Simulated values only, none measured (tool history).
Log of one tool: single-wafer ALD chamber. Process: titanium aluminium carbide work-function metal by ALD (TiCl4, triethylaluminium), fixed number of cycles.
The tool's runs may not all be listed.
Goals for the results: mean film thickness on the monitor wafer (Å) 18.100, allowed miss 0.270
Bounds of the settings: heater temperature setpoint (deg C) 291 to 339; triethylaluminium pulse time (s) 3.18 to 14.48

run,hour,heater temperature setpoint (deg C),triethylaluminium pulse time (s),mean film thickness on the monitor wafer (Å)
1,0.0,315,8.83,20.495
2,6.8,315,10.58,21.045
3,14.6,307,9.30,19.987
4,23.2,307,11.47,20.397
5,32.0,297,11.47,19.560
6,33.2,297,12.43,19.916
7,39.8,295,10.82,19.475
8,45.5,294,8.75,18.855
9,49.1,293,7.89,18.493
10,51.9,291,7.01,17.599

Below are 5 possible settings for the next run. Only one of them brings all results inside the allowed miss of their targets. Which is it?
A,54.7,296,8.67,?
B,54.7,293,8.42,?
C,54.7,295,6.98,?
D,54.7,295,8.03,?
E,54.7,297,8.30,?

move,mean film thickness on the monitor wafer (Å)
A,19.003
B,18.688
C,18.072
D,18.665
E,18.929
A: takes the result that was furthest off past its target
B: takes the result that was furthest off past its target
C: all results land within tolerance of their targets
D: takes the result that was furthest off past its target
E: takes the result that was furthest off past its target
The move that meets every target is C.
